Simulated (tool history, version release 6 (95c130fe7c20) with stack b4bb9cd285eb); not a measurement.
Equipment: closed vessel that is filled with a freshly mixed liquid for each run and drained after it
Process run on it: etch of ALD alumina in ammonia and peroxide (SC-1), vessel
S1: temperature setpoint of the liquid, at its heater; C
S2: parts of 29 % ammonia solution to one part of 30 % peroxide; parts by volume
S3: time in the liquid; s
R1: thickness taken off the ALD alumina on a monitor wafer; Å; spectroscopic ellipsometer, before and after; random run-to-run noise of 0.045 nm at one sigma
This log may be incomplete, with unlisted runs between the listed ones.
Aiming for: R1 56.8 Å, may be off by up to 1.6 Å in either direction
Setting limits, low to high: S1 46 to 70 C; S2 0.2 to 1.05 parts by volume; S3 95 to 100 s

Run 1, hour 0: S1 62 C, S2 0.55 parts by volume, S3 95 s. Result: R1 108.75 Å.
Run 2, hour 3.6: S1 59.5 C, S2 0.55 parts by volume, S3 95 s. Result: R1 96.268 Å.
Run 3, hour 7.4: S1 57.5 C, S2 0.55 parts by volume, S3 95 s. Result: R1 85.555 Å.
Run 4, hour 12.8: S1 56 C, S2 0.55 parts by volume, S3 95 s. Result: R1 81.019 Å.
Run 5, hour 14: S1 54.5 C, S2 0.55 parts by volume, S3 95 s. Result: R1 73.595 Å.
Run 6, hour 17.1: S1 53.5 C, S2 0.55 parts by volume, S3 95 s. Result: R1 69.305 Å.
Run 7, hour 24.9: S1 53 C, S2 0.55 parts by volume, S3 95 s. Result: R1 68.501 Å.
Run 8, hour 31.7: S1 52.5 C, S2 0.55 parts by volume, S3 95 s. Result: R1 65.83 Å.
Run 9, hour 35.9: S1 52 C, S2 0.55 parts by volume, S3 95 s. Result: R1 63.555 Å.

Consider the 5 candidate settings below. Which is the only one whose results all fall within their allowed miss of target?
Run A, hour 40.1: S1 52.5 C, S2 0.65 parts by volume, S3 95 s. Result: R1 ?.
Run B, hour 40.1: S1 51.5 C, S2 0.55 parts by volume, S3 100 s. Result: R1 ?.
Run C, hour 40.1: S1 48 C, S2 0.75 parts by volume, S3 95 s. Result: R1 ?.
Run D, hour 40.1: S1 49.5 C, S2 0.65 parts by volume, S3 95 s. Result: R1 ?.
Run E, hour 40.1: S1 53.5 C, S2 0.45 parts by volume, S3 100 s. Result: R1 ?.

move      R1
   A  68.468
   B  67.192
   C  54.213
   D   58.12
   E  73.451
A: moves away from the targets compared with the last run
B: moves away from the targets compared with the last run
C: takes the result that was furthest off past its target
D: meets every target
E: moves away from the targets compared with the last run
So the answer is move D, the one that meets all the targets.
